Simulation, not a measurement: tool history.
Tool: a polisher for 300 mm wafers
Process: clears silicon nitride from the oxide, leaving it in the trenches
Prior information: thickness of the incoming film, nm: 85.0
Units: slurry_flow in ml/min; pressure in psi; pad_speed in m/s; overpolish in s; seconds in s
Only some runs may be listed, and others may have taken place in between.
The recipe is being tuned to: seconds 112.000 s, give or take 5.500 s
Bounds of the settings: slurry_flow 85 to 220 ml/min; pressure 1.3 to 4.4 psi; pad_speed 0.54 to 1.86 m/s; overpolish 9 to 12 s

{"run": 1, "hour": 0.0, "slurry_flow": 140, "pressure": 2.8, "pad_speed": 1.18, "overpolish": 12, "seconds": 80.551}
{"run": 2, "hour": 2.7, "slurry_flow": 140, "pressure": 2.3, "pad_speed": 1.18, "overpolish": 12, "seconds": 90.808}
{"run": 3, "hour": 4.8, "slurry_flow": 140, "pressure": 2.3, "pad_speed": 1.18, "overpolish": 12, "seconds": 93.434}
{"run": 4, "hour": 6.9, "slurry_flow": 140, "pressure": 2.3, "pad_speed": 1.32, "overpolish": 12, "seconds": 87.126}
{"run": 5, "hour": 12.2, "slurry_flow": 140, "pressure": 2.3, "pad_speed": 1.32, "overpolish": 9, "seconds": 85.492}
{"run": 6, "hour": 20.5, "slurry_flow": 140, "pressure": 2.1, "pad_speed": 1.3, "overpolish": 9, "seconds": 90.887}
{"run": 7, "hour": 23.6, "slurry_flow": 140, "pressure": 1.9, "pad_speed": 1.3, "overpolish": 9, "seconds": 95.884}
{"run": 8, "hour": 24.6, "slurry_flow": 135, "pressure": 1.4, "pad_speed": 1.28, "overpolish": 9, "seconds": 118.26}

Next run, 4 choices. One meets every target within its allowed miss, the rest don't. Which?
{"run": "A", "hour": 25.6, "slurry_flow": 140, "pressure": 1.9, "pad_speed": 1.28, "overpolish": 9, "seconds": "?"}
{"run": "B", "hour": 25.6, "slurry_flow": 120, "pressure": 1.7, "pad_speed": 1.12, "overpolish": 9, "seconds": "?"}
{"run": "C", "hour": 25.6, "slurry_flow": 140, "pressure": 1.9, "pad_speed": 1.32, "overpolish": 10, "seconds": "?"}
{"run": "D", "hour": 25.6, "slurry_flow": 145, "pressure": 1.8, "pad_speed": 1.16, "overpolish": 12, "seconds": "?"}

move=A seconds=97.907
move=B seconds=123.330
move=C seconds=95.020
move=D seconds=110.900
A: takes the biggest miss from the last run beyond its target
B: its largest miss is bigger than the last run's
C: takes the biggest miss from the last run beyond its target
D: in spec on every target
Correct choice: D, which meets every target
